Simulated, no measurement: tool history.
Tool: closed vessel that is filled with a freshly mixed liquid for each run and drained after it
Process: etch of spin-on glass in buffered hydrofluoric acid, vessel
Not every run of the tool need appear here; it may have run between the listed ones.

run	day	temperature setpoint of the liquid (K)	parts of 40 % ammonium fluoride to one part of 49 % hydrofluoric acid (parts by volume)	time in the liquid (s)	thickness taken off the spin-on glass on a monitor wafer (angstrom)
1	0.000	294.15	14.5	90	2264.8
2	0.025	295.65	14.5	90	2466.0
3	0.238	296.15	14.5	90	2545.7
4	0.396	296.65	14.5	90	2610.2
5	0.600	296.65	14.5	90	2617.7
6	0.967	297.15	14.5	90	2679.0
7	1.079	297.65	14.5	90	2777.7

Run 8 has not been measured yet. What should we expect?
8	1.379	298.15	14.5	90	?

thickness taken off the spin-on glass on a monitor wafer (angstrom): 2840.2
